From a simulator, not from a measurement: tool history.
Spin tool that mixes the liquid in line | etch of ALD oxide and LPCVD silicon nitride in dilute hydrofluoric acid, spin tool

| run | hour | temperature setpoint of the liquid (°C) | parts of water to one part of 49 % hydrofluoric acid (parts by volume) | time under the liquid (s) | thickness taken off the ALD oxide on a monitor wafer (angstrom) | thickness taken off the LPCVD silicon nitride on a monitor wafer (angstrom) |
|---|---|---|---|---|---|---|
| 1 | 0.0 | 20.0 | 245 | 180 | 121.61 | 2.7341 |
| 2 | 2.7 | 19.5 | 250 | 180 | 116.63 | 2.7039 |
| 3 | 8.7 | 19.0 | 255 | 180 | 111.33 | 2.1313 |
| 4 | 17.2 | 19.0 | 260 | 180 | 110.42 | 2.7394 |
| 5 | 23.4 | 19.0 | 265 | 180 | 107.85 | 2.2911 |
| 6 | 24.6 | 19.0 | 200 | 180 | 148.91 | 3.7472 |
| 7 | 32.5 | 19.0 | 200 | 180 | 150.71 | 2.9963 |

Forecast run 8:
| 8 | 35.5 | 19.0 | 215 | 180 | ? | ? |

{"run 8": {"thickness taken off the ALD oxide on a monitor wafer (angstrom)": 136.1, "thickness taken off the LPCVD silicon nitride on a monitor wafer (angstrom)": 3.3512}}
